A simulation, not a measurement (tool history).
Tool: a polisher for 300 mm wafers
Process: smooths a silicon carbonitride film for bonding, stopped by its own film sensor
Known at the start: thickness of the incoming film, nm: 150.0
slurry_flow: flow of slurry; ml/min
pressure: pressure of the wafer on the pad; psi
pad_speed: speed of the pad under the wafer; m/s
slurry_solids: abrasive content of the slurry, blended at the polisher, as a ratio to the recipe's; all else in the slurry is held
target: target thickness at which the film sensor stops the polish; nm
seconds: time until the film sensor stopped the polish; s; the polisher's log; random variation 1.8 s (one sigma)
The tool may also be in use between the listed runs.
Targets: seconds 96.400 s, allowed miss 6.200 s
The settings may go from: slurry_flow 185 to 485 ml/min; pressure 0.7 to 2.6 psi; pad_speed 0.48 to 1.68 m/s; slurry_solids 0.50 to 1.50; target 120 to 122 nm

run  hour  slurry_flow  pressure  pad_speed  slurry_solids  target  seconds
  1   0.0          310       1.6       1.08           1.00     122  148.100
  2   1.1          310       1.6       0.86           1.00     122  180.130
  3   4.4          310       1.7       0.88           1.00     122  173.360
  4  12.1          310       1.7       0.88           0.80     122  194.110
  5  14.3          310       1.8       0.92           0.80     122  174.880
  6  22.0          310       1.9       0.94           0.80     122  160.620
  7  29.3          310       2.0       0.96           0.80     122  155.680
  8  35.6          310       2.1       1.00           0.80     122  141.950
  9  38.0          310       2.2       1.02           0.80     122  132.550

4 next moves are on the table. One of them brings every result within its allowed miss. Which?
  A  40.4          485       1.9       1.04           0.95     121        ?
  B  40.4          300       2.4       1.18           1.00     122        ?
  C  40.4          255       2.1       1.00           0.75     121        ?
  D  40.4          300       1.7       0.88           0.75     120        ?

move  seconds
   A  132.460
   B   94.402
   C  148.580
   D  202.130
A: as far off as the last run
B: meets every target
C: further off than the last run
D: further off than the last run
Answer: B

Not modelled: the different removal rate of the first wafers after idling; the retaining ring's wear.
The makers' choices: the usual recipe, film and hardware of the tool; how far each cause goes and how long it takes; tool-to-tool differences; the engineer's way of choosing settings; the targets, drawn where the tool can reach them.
